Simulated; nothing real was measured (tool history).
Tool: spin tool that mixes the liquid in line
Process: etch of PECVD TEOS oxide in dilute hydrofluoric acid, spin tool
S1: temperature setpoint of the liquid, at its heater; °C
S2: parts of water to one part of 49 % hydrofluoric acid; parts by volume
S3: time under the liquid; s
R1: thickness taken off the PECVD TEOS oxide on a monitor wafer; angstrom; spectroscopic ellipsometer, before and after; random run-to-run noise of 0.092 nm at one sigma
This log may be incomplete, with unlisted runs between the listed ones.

run	hour	S1	S2	S3	R1
1	0.0	25.0	180	280	199.26
2	6.6	25.0	230	280	147.35
3	11.3	25.0	260	280	126.73
4	14.7	25.0	310	280	101.27
5	18.1	25.0	245	280	136.79
6	20.5	25.0	245	300	145.76
7	29.1	25.5	245	300	147.88
8	32.2	26.5	245	300	154.18

Predict the results of run 9:
9	35.7	27.0	245	300	?

Logged for run 9: R1 156.08 angstrom.
